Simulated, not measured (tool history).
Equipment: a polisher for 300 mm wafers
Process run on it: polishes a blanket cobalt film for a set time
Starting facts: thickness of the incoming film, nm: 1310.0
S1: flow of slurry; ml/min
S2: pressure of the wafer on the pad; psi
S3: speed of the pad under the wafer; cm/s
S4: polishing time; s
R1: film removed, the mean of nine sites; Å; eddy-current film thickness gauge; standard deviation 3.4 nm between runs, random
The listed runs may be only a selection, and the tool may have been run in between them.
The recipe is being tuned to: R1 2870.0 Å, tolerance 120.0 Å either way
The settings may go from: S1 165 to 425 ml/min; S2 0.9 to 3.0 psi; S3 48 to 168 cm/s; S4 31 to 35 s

| run | hour | S1 | S2 | S3 | S4 | R1 |
|---|---|---|---|---|---|---|
| 1 | 0.0 | 275 | 1.9 | 108 | 35 | 1620.9 |
| 2 | 8.2 | 275 | 2.4 | 108 | 35 | 2082.9 |
| 3 | 11.3 | 275 | 2.5 | 108 | 35 | 2158.0 |
| 4 | 16.3 | 275 | 2.6 | 108 | 35 | 2263.2 |
| 5 | 24.9 | 275 | 2.9 | 108 | 35 | 2523.7 |
| 6 | 32.8 | 275 | 2.9 | 108 | 35 | 2485.2 |
| 7 | 38.0 | 275 | 2.9 | 110 | 35 | 2573.7 |
| 8 | 46.8 | 275 | 2.9 | 112 | 35 | 2532.7 |
| 9 | 52.0 | 275 | 2.9 | 114 | 35 | 2625.0 |

Next run, 5 choices. One meets every target within its allowed miss, the rest don't. Which?
| A | 57.2 | 280 | 2.8 | 110 | 33 | ? |
| B | 57.2 | 260 | 3.0 | 110 | 35 | ? |
| C | 57.2 | 235 | 3.0 | 122 | 35 | ? |
| D | 57.2 | 355 | 2.7 | 112 | 35 | ? |
| E | 57.2 | 180 | 2.9 | 148 | 35 | ? |

| move | R1 |
|---|---|
| A | 2365.1 |
| B | 2667.1 |
| C | 2895.5 |
| D | 2504.0 |
| E | 3241.2 |
A: its largest miss is bigger than the last run's
B: gains on the last run, yet a result remains outside its allowed miss
C: in spec on every target
D: its largest miss is bigger than the last run's
E: moves the result that the last run missed by most past its target, out the other side
So the answer is move C, the one that meets all the targets.
